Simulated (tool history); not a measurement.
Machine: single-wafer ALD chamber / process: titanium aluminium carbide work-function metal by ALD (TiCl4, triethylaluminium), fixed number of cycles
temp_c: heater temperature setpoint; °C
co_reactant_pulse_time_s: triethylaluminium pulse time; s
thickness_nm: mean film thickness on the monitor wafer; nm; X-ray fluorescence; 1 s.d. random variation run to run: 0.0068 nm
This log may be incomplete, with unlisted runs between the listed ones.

run  hour  temp_c  co_reactant_pulse_time_s  thickness_nm
  1     0     295                      9.65        2.1165
  2   6.5     295                     11.53        2.1633
  3   8.2     290                     11.53        2.1214
  4  16.3     290                     13.11        2.1399
  5  17.7     286                     13.11        2.1049
  6  20.9     292                     13.11        2.1508
  7  24.9     288                     12.76         2.118

Run 8 comes next. What will it give?
  8  33.6     288                     12.76             ?

thickness_nm: 2.1253 nm
